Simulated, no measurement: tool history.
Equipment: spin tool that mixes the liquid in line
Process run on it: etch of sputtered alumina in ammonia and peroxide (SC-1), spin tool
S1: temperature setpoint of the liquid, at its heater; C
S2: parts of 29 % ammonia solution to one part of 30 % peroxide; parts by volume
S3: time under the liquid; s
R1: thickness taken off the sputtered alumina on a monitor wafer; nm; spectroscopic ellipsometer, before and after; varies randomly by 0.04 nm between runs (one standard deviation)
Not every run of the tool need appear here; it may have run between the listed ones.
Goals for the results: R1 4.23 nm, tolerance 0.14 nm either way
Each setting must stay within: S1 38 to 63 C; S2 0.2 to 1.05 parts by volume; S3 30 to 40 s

run  hour    S1    S2  S3      R1
  1     0    47  0.55  40  2.3719
  2   4.5    47  0.55  30  1.7898
  3   9.5    47  0.45  30  1.7263
  4  17.3  52.5  0.45  30   2.307
  5  20.5    46  0.45  30  1.6153
  6  21.2    52  0.45  30  2.3026
  7  26.4  55.5  0.45  30  2.7982
  8    28    58  0.45  30  3.1959
  9  29.5  59.5  0.45  30   3.471
     33.7  -- heated supply line repaired
 10  33.7  59.5  0.45  30  4.0062

4 candidate next runs follow, results not yet known. Just one meets every target within its allowed miss. Identify it.
  A  37.9    52  0.45  40   ?
  B  37.9    58  0.45  30   ?
  C  37.9  57.5   0.4  35   ?
  D  37.9    58   0.5  30   ?

move      R1
   A  3.6315
   B  3.7459
   C  4.2107
   D  3.7834
A: further off than the last run
B: further off than the last run
C: hits every target within its allowed miss
D: further off than the last run
C meets every target.

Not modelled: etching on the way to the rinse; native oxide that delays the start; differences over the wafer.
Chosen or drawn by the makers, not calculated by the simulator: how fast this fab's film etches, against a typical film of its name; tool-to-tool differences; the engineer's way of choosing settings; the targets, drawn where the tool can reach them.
